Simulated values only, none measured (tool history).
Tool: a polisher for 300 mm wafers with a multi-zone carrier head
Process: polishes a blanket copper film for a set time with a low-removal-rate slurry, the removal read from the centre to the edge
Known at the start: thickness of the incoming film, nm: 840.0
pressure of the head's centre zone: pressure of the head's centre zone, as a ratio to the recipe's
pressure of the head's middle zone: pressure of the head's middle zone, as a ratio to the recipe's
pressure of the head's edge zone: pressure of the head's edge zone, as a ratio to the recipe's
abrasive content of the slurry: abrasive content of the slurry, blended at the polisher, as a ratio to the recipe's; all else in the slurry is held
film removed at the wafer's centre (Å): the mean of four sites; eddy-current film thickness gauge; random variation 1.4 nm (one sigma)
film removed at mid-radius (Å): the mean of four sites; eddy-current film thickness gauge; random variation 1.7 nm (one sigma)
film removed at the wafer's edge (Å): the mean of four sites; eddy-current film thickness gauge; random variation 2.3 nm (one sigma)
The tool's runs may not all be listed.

run,hour,flow of slurry (ml/min),pressure of the head's centre zone,pressure of the head's middle zone,pressure of the head's edge zone,abrasive content of the slurry,polishing time (s),film removed at the wafer's centre (Å),film removed at mid-radius (Å),film removed at the wafer's edge (Å)
1,0,195,1,1,1,1,67,2245.5,2307.1,2348.1
2,4.2,195,1,1,1,1,80,2705.6,2796.2,2782.9
3,7.4,225,1,1,1,1,80,2689.7,2796,2787.9
4,10.5,225,1,1,1,0.9,80,2647.7,2758.4,2816.8
5,15.6,215,1.04,0.98,0.95,0.8,70,2363.8,2294.4,2322.2
6,20.9,210,1.04,0.95,0.91,0.7,65,2158.1,2048.2,2126.6
7,23,205,1.06,0.94,0.89,0.65,61,2038.1,1863.2,1913.3

Forecast run 8:
8,28.2,190,1.06,0.92,0.87,0.6,60,?,?,?

{"run 8": {"film removed at the wafer's centre (Å)": 1961.4, "film removed at mid-radius (Å)": 1852.2, "film removed at the wafer's edge (Å)": 1816.6}}

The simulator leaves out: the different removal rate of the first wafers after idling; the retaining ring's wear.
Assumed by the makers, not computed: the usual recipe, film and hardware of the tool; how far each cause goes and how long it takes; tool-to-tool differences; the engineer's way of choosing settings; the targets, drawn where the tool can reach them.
